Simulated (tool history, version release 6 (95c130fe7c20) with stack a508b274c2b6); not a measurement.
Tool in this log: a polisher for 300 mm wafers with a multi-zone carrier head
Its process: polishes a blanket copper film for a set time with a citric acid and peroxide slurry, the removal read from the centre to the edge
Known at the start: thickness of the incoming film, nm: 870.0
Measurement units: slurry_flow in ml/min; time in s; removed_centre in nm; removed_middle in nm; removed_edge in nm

run  hour  slurry_flow  centre_zone  middle_zone  edge_zone  slurry_solids  time  removed_centre  removed_middle  removed_edge
  1   0.0          130         1.00         1.00       1.00           1.00    80         148.570         151.990       147.210
  2   8.0          130         1.00         1.00       1.00           1.00    60         112.320         113.880       114.430
  3  16.5          130         1.00         1.00       1.00           1.00    53          98.851         101.620        96.577
  4  20.7          130         1.00         1.00       1.00           1.00    36          67.818          69.074        66.540
  5  23.2          130         1.00         1.06       1.00           1.00    36          66.501          70.493        66.953
  6  24.9          150         0.99         1.09       0.96           1.15    45          87.547          95.965        85.123

For run 7, what comes out?
  7  31.7          160         0.98         1.10       0.96           1.25    48               ?               ?             ?

{"run 7": {"removed_centre": 96.917, "removed_middle": 106.78, "removed_edge": 94.516}}
